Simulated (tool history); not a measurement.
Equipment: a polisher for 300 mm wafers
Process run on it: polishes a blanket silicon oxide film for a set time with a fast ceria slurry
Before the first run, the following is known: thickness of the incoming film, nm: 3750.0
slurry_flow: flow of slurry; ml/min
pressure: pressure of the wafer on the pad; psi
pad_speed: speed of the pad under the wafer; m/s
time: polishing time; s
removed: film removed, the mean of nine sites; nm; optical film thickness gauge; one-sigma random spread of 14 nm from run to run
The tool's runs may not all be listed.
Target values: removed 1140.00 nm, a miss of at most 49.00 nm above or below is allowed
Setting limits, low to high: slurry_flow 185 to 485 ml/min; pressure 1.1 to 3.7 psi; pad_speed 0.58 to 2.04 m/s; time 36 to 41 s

| run | hour | slurry_flow | pressure | pad_speed | time | removed |
|---|---|---|---|---|---|---|
| 1 | 0.0 | 310 | 2.4 | 1.30 | 41 | 863.07 |
| 2 | 1.5 | 310 | 2.4 | 1.30 | 41 | 851.72 |
| 3 | 4.5 | 310 | 2.4 | 1.62 | 41 | 1043.70 |
| 4 | 11.7 | 310 | 2.4 | 1.48 | 41 | 952.67 |
| 5 | 18.7 | 310 | 2.1 | 1.48 | 41 | 837.87 |
| 6 | 23.7 | 310 | 2.3 | 1.48 | 41 | 917.98 |
| 7 | 29.9 | 310 | 2.4 | 1.48 | 41 | 963.02 |
| 8 | 35.5 | 310 | 2.5 | 1.48 | 41 | 1004.20 |
| 9 | 44.5 | 310 | 2.5 | 1.48 | 41 | 1008.90 |
| 10 | 50.3 | 310 | 2.6 | 1.48 | 41 | 1032.70 |
| 11 | 50.9 | 310 | 2.7 | 1.48 | 41 | 1050.40 |

Below are 4 possible settings for the next run. Only one of them brings all results inside the allowed miss of their targets. Which is it?
| A | 51.5 | 375 | 2.9 | 1.52 | 39 | ? |
| B | 51.5 | 300 | 2.5 | 1.54 | 36 | ? |
| C | 51.5 | 385 | 2.3 | 1.58 | 40 | ? |
| D | 51.5 | 245 | 2.5 | 1.68 | 38 | ? |

| move | removed |
|---|---|
| A | 1131.60 |
| B | 896.88 |
| C | 960.39 |
| D | 999.23 |
A: every result lands within tolerance
B: lands further from the targets than the last run did
C: lands further from the targets than the last run did
D: lands further from the targets than the last run did
A is the move that brings every result within its allowed miss.
